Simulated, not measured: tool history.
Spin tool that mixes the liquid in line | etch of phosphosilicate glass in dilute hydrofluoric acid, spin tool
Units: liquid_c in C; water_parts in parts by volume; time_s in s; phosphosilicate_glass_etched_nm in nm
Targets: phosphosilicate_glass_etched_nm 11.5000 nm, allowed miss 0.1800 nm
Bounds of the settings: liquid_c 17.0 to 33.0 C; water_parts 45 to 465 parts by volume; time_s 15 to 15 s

| run | day | liquid_c | water_parts | time_s | phosphosilicate_glass_etched_nm |
|---|---|---|---|---|---|
| 1 | 0.000 | 25.0 | 255 | 15 | 6.8843 |
| 2 | 0.125 | 25.0 | 255 | 15 | 6.8914 |
| 3 | 0.221 | 25.0 | 255 | 15 | 6.9077 |
| 4 | 0.396 | 26.0 | 250 | 15 | 7.3463 |
| 5 | 0.525 | 26.0 | 250 | 15 | 7.3134 |
| 6 | 0.654 | 26.0 | 250 | 15 | 7.3103 |
| 7 | 0.988 | 27.0 | 245 | 15 | 7.7989 |
| 8 | 1.358 | 28.0 | 240 | 15 | 8.2811 |
| 9 | 1.467 | 28.5 | 235 | 15 | 8.6502 |
| 10 | 1.692 | 29.0 | 230 | 15 | 9.0465 |
| 11 | 1.971 | 33.0 | 205 | 15 | 11.9780 |
| 12 | 2.054 | 32.5 | 205 | 15 | 11.8190 |

Which of these 5 next moves meets every target?
| A | 2.138 | 30.0 | 185 | 15 | ? |
| B | 2.138 | 33.0 | 205 | 15 | ? |
| C | 2.138 | 32.5 | 200 | 15 | ? |
| D | 2.138 | 30.5 | 190 | 15 | ? |
| E | 2.138 | 32.0 | 205 | 15 | ? |

| move | phosphosilicate_glass_etched_nm |
|---|---|
| A | 12.2490 |
| B | 11.9370 |
| C | 12.1110 |
| D | 12.0600 |
| E | 11.5440 |
A: further off than the last run
B: further off than the last run
C: further off than the last run
D: further off than the last run
E: meets every target
Answer: E
